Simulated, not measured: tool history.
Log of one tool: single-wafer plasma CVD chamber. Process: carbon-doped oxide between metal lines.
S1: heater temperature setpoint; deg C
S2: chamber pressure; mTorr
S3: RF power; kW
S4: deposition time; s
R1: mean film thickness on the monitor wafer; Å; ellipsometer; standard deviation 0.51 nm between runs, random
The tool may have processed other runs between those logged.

{"run": 1, "hour": 0.0, "S1": 375, "S2": 5730, "S3": 0.625, "S4": 32.7, "R1": 1694}
{"run": 2, "hour": 8.2, "S1": 375, "S2": 5730, "S3": 0.71, "S4": 32.7, "R1": 1781.9}
{"run": 3, "hour": 9.2, "S1": 378, "S2": 5370, "S3": 0.685, "S4": 32.7, "R1": 1732.5}
{"run": 4, "hour": 9.8, "S1": 378, "S2": 6330, "S3": 0.685, "S4": 32.7, "R1": 1754}
{"run": 5, "hour": 17.8, "S1": 378, "S2": 6330, "S3": 0.645, "S4": 32.7, "R1": 1698.1}
{"run": 6, "hour": 23.4, "S1": 378, "S2": 6330, "S3": 0.645, "S4": 33.8, "R1": 1763.2}
{"run": 7, "hour": 30.0, "S1": 381, "S2": 6240, "S3": 0.625, "S4": 33.8, "R1": 1728.1}
{"run": 8, "hour": 34.8, "S1": 383, "S2": 6150, "S3": 0.605, "S4": 33.8, "R1": 1689.7}

What does the tool deliver on the next run?
{"run": 9, "hour": 43.3, "S1": 385, "S2": 6060, "S3": 0.59, "S4": 33.8, "R1": "?"}

Logged for run 9: R1 1660 Å.
